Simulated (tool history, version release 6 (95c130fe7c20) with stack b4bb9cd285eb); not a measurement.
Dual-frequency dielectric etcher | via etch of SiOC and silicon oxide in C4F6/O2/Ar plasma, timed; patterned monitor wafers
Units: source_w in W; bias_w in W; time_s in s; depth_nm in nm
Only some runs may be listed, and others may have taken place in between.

run 1 hour=0.0 | source_w=450 bias_w=208 time_s=60.5 | depth_nm=82.291
run 2 hour=0.6 | source_w=400 bias_w=208 time_s=60.5 | depth_nm=79.416
run 3 hour=1.3 | source_w=400 bias_w=208 time_s=60.5 | depth_nm=80.379
run 4 hour=6.9 | source_w=370 bias_w=208 time_s=60.5 | depth_nm=76.815
run 5 hour=11.3 | source_w=400 bias_w=208 time_s=60.5 | depth_nm=78.912
run 6 hour=19.3 | source_w=390 bias_w=206 time_s=60.5 | depth_nm=78.786
run 7 hour=25.1 | source_w=390 bias_w=206 time_s=60.5 | depth_nm=79.273
run 8 hour=33.3 | source_w=380 bias_w=203 time_s=60.5 | depth_nm=77.102
run 9 hour=39.2 | source_w=370 bias_w=202 time_s=60.5 | depth_nm=76.338

Run 10, settings as shown, results not yet in. Your forecast:
run 10 hour=43.6 | source_w=370 bias_w=201 time_s=60.5 | depth_nm=?

For run 10 the tool returned depth_nm 75.646 nm.
